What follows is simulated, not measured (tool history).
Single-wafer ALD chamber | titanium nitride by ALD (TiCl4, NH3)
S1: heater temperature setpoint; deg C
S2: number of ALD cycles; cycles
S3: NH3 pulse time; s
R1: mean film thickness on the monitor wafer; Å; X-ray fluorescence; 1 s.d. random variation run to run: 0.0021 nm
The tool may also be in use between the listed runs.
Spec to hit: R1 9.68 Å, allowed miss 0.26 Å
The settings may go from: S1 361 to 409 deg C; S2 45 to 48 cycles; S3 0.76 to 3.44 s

run	hour	S1	S2	S3	R1
1	0	385	48	2.1	11.183
2	6.1	381	48	2.1	11.19
3	11.3	377	47	1.8	10.742
4	16.1	377	45	1.8	10.299
5	21.1	375	45	1.6	10.076
6	23.2	375	45	1.6	10.053
7	27.1	374	45	1.51	9.9791
# hour 32.8: thermocouple changed; heater temperature recalibrated
8	32.8	374	45	1.44	9.9943

Exactly one of the 5 candidate moves below puts every result within its allowed miss. Which one?
A	38.5	375	45	1.18	?
B	38.5	371	47	1.59	?
C	38.5	362	48	1.47	?
D	38.5	369	46	1.8	?
E	38.5	375	46	1.91	?

move	R1
A	9.7169
B	10.516
C	10.382
D	10.398
E	10.587
A: every result within its allowed miss
B: lands further from the targets than the last run did
C: lands further from the targets than the last run did
D: lands further from the targets than the last run did
E: lands further from the targets than the last run did
Go with A: it meets all targets.
